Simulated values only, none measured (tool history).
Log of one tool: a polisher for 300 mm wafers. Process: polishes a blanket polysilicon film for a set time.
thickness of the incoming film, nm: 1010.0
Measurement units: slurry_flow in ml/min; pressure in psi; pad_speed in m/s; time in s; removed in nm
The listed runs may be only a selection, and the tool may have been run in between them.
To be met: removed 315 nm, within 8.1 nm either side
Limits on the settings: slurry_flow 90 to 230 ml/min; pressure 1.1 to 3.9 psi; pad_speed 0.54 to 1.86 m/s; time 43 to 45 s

run  hour  slurry_flow  pressure  pad_speed  time  removed
  1     0          150       2.5       1.18    43   364.69
  2   8.9          150       2.5       1.18    45   384.16
  3  16.4          140       2.4       1.18    45   360.36
  4  20.1          120       2.4       1.18    45   353.33
  5    23          120       2.4       1.18    43   341.53
  6  25.2          120       2.4       0.96    43   273.26
  7  30.6          135       2.5       0.96    43   293.28
  8  31.9          145       2.5       0.96    43   298.76

Next run, 4 choices. One meets every target within its allowed miss, the rest don't. Which?
  A  33.2          155       2.4       0.96    43        ?
  B  33.2          135       2.3       0.98    45        ?
  C  33.2          165       2.4       0.92    43        ?
  D  33.2          165       2.6        0.9    45        ?

move  removed
   A   286.88
   B   285.91
   C   278.45
   D   308.34
A: misses by more than the last run did
B: misses by more than the last run did
C: misses by more than the last run did
D: meets every target
The move that meets every target is D.
